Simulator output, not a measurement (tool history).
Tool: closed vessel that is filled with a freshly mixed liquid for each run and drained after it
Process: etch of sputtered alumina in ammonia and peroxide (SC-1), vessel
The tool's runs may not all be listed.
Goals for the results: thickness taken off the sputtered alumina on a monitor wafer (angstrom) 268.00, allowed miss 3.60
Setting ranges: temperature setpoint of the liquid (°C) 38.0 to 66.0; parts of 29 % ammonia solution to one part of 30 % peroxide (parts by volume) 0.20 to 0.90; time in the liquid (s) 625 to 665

run	day	temperature setpoint of the liquid (°C)	parts of 29 % ammonia solution to one part of 30 % peroxide (parts by volume)	time in the liquid (s)	thickness taken off the sputtered alumina on a monitor wafer (angstrom)
1	0.000	50.0	0.50	625	422.06
2	0.342	55.5	0.50	625	569.43
3	0.638	52.0	0.50	625	470.04
4	0.725	49.5	0.50	625	408.67
5	1.021	47.5	0.50	625	368.03
6	1.092	46.0	0.50	625	337.77
7	1.350	45.0	0.50	625	319.81
8	1.667	44.0	0.50	625	300.85
9	1.942	44.0	0.50	625	299.26

5 next moves are on the table. One of them brings every result within its allowed miss. Which?
A	2.217	41.5	0.55	655	?
B	2.217	41.0	0.55	660	?
C	2.217	42.0	0.40	625	?
D	2.217	42.5	0.50	625	?
E	2.217	42.5	0.55	625	?

move	thickness taken off the sputtered alumina on a monitor wafer (angstrom)
A	275.40
B	269.50
C	262.45
D	276.01
E	278.53
A: gains on the last run, yet a result remains outside its allowed miss
B: hits every target within its allowed miss
C: takes the biggest miss from the last run beyond its target
D: gains on the last run, yet a result remains outside its allowed miss
E: gains on the last run, yet a result remains outside its allowed miss
Answer: B

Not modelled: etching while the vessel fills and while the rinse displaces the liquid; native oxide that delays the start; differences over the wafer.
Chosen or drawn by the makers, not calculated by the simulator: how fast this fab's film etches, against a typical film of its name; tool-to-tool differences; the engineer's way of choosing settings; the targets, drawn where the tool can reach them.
